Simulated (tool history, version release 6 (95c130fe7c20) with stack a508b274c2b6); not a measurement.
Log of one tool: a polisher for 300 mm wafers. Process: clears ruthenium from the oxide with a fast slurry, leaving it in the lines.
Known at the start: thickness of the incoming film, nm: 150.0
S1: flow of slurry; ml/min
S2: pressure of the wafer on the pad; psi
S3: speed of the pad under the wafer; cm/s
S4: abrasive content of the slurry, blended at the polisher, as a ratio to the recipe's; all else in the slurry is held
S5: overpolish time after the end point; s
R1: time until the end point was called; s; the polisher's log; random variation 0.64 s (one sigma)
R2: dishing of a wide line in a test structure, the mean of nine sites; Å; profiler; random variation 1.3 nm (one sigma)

| run | day | S1 | S2 | S3 | S4 | S5 | R1 | R2 |
|---|---|---|---|---|---|---|---|---|
| 1 | 0 | 215 | 2.7 | 76 | 1 | 12 | 41.695 | 335.58 |
| 2 | 0.154 | 215 | 2.7 | 86 | 1 | 12 | 37.644 | 366.53 |
| 3 | 0.321 | 215 | 2.7 | 86 | 1 | 8 | 37.5 | 259.17 |
| 4 | 0.362 | 215 | 2.7 | 86 | 1.15 | 8 | 35.66 | 264.43 |
| 5 | 0.442 | 215 | 2.7 | 94 | 1.15 | 8 | 33.98 | 278.55 |
| 6 | 0.588 | 215 | 2.7 | 94 | 1.15 | 13 | 33.957 | 443.59 |
| 7 | 0.812 | 215 | 2.6 | 94 | 1.15 | 14 | 34.877 | 459.41 |

Run 8 comes next. What will it give?
| 8 | 0.958 | 210 | 2.4 | 92 | 1.15 | 16 | ? | ? |

{"run 8": {"R1": 37.201, "R2": 486.34}}
